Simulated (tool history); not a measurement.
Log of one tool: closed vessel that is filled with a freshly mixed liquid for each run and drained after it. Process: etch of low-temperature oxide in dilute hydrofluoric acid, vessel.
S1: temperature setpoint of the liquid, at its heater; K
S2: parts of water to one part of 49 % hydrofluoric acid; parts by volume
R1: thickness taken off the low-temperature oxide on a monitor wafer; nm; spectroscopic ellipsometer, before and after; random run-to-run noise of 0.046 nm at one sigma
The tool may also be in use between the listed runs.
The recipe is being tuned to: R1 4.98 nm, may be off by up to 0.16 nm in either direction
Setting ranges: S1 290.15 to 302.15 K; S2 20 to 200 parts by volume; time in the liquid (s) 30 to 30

run 1 day=0 | S1=294.15 S2=110 time_in_the_liquid_(s)=30 | R1=4.1036
run 2 day=0.158 | S1=294.15 S2=110 time_in_the_liquid_(s)=30 | R1=4.0763
run 3 day=0.392 | S1=294.65 S2=110 time_in_the_liquid_(s)=30 | R1=4.1693
run 4 day=0.462 | S1=295.15 S2=110 time_in_the_liquid_(s)=30 | R1=4.232
run 5 day=0.592 | S1=295.65 S2=110 time_in_the_liquid_(s)=30 | R1=4.391
run 6 day=0.788 | S1=296.15 S2=110 time_in_the_liquid_(s)=30 | R1=4.4108
run 7 day=1.121 | S1=296.65 S2=110 time_in_the_liquid_(s)=30 | R1=4.4784
run 8 day=1.504 | S1=297.15 S2=110 time_in_the_liquid_(s)=30 | R1=4.6047
run 9 day=1.833 | S1=297.65 S2=110 time_in_the_liquid_(s)=30 | R1=4.5915
run 10 day=2.175 | S1=298.15 S2=110 time_in_the_liquid_(s)=30 | R1=4.7885

Pick the move, out of 4, that brings all results within their allowed miss; only one does.
run A day=2.517 | S1=296.65 S2=105 time_in_the_liquid_(s)=30 | R1=?
run B day=2.517 | S1=296.15 S2=100 time_in_the_liquid_(s)=30 | R1=?
run C day=2.517 | S1=298.15 S2=115 time_in_the_liquid_(s)=30 | R1=?
run D day=2.517 | S1=299.15 S2=115 time_in_the_liquid_(s)=30 | R1=?

move=A R1=4.7913
move=B R1=4.9614
move=C R1=4.5837
move=D R1=4.7643
A: no nearer and no further than the last run
B: in spec on every target
C: lands further from the targets than the last run did
D: lands further from the targets than the last run did
Answer: B
